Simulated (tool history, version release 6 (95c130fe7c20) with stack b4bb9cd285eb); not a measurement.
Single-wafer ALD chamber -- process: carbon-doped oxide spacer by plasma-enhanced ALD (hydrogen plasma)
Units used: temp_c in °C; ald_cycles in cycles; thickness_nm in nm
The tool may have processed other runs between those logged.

run  hour  temp_c  ald_cycles  thickness_nm
  1   0.0     380         200        8.9086
  2   1.6     380         185        8.2912
  3   3.9     380         175        7.8142
  4   7.4     370         175        7.8325
  5  12.3     370         191        8.4680
  6  19.6     370         180        8.0530
  7  25.8     370         172        7.6430

Expected results for the next run?
  8  28.7     370         168             ?

{"run 8": {"thickness_nm": 7.4985}}
